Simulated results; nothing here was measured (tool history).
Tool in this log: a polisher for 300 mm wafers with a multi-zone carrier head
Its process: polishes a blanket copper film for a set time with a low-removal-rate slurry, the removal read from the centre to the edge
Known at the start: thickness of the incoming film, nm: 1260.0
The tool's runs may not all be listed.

| run | day | flow of slurry (ml/min) | pressure of the head's centre zone | pressure of the head's middle zone | pressure of the head's edge zone | abrasive content of the slurry | polishing time (s) | film removed at the wafer's centre (Å) | film removed at mid-radius (Å) | film removed at the wafer's edge (Å) |
|---|---|---|---|---|---|---|---|---|---|---|
| 1 | 0 | 270 | 1 | 1 | 1 | 1 | 87 | 3188.2 | 3098.7 | 3065.7 |
| 2 | 0.367 | 280 | 1.02 | 1.03 | 1.02 | 1.05 | 87 | 3236 | 3235.5 | 3156.5 |
| 3 | 0.558 | 285 | 1.05 | 1.05 | 1.02 | 1.1 | 88 | 3446.4 | 3344.5 | 3135 |
| 4 | 0.858 | 290 | 1.06 | 1.06 | 1.04 | 1.15 | 89 | 3535.7 | 3426.2 | 3222.3 |
| 5 | 0.975 | 255 | 1.06 | 1.06 | 1.04 | 1.15 | 89 | 3485.1 | 3364.1 | 3157.7 |
| 6 | 1.271 | 255 | 1.06 | 1.06 | 1.07 | 1.15 | 89 | 3464 | 3347.6 | 3236.8 |
| 7 | 1.554 | 270 | 1.07 | 1.07 | 1.08 | 1.2 | 89 | 3494.3 | 3409 | 3402.5 |

Forecast run 8:
| 8 | 1.925 | 280 | 1.17 | 1.17 | 1 | 1.3 | 92 | ? | ? | ? |

film removed at the wafer's centre (Å): 4108.1
film removed at mid-radius (Å): 3792.6
film removed at the wafer's edge (Å): 3388.4
